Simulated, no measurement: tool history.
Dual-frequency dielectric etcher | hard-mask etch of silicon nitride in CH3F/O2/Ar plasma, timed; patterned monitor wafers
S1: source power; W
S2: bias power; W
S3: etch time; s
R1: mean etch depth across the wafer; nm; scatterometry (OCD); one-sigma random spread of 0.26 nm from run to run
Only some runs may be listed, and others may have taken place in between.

run,day,S1,S2,S3,R1
1,0.000,350,73,166.0,117.040
2,0.129,350,73,166.0,116.330
3,0.454,320,66,166.0,105.290
4,0.750,320,66,173.0,109.700
5,0.958,350,66,173.0,114.390
6,1.067,320,61,172.5,104.680
7,1.425,300,58,172.0,98.152
8,1.496,280,56,172.0,93.187

Run 9 comes next. What will it give?
9,1.583,270,55,172.0,?

Run 9 yielded R1 90.166 nm.
